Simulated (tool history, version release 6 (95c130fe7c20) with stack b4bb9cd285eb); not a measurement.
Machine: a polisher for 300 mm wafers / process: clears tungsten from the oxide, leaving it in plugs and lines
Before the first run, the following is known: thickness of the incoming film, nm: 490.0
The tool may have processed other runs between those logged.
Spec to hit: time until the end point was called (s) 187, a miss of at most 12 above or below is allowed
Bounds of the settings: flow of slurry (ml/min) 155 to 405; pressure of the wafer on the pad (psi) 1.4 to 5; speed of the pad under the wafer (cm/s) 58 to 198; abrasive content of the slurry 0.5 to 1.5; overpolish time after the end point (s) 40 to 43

run,hour,flow of slurry (ml/min),pressure of the wafer on the pad (psi),speed of the pad under the wafer (cm/s),abrasive content of the slurry,overpolish time after the end point (s),time until the end point was called (s)
1,0,260,3.2,128,1,40,114.3
2,5.8,260,3.2,108,1,40,127
3,6.9,260,3.2,108,1,43,126.54
4,10.7,260,3,106,1,43,137.76
5,15.6,260,3,106,1,40,131.11
6,22.8,260,2.8,104,1,40,144.88
7,27.2,260,2.7,102,1,40,155.08
8,34.6,260,2.6,102,1,40,158.49
9,43.3,260,2.5,102,1,40,161.75
10,47.5,260,2.4,102,1,40,165.02
11,49.2,260,2.3,102,1,40,172.95

Pick the move, out of 5, that brings all results within their allowed miss; only one does.
A,50.9,195,2.9,76,0.9,43,?
B,50.9,245,1.5,106,1.15,41,?
C,50.9,230,2.3,74,1.15,42,?
D,50.9,255,2.6,118,0.8,42,?
E,50.9,280,1.8,90,1,43,?

move,time until the end point was called (s)
A,183.42
B,209.15
C,206.44
D,143.18
E,216.25
A: every result within its allowed miss
B: takes the biggest miss from the last run beyond its target
C: takes the biggest miss from the last run beyond its target
D: misses by more than the last run did
E: takes the biggest miss from the last run beyond its target
Correct choice: A, which meets every target
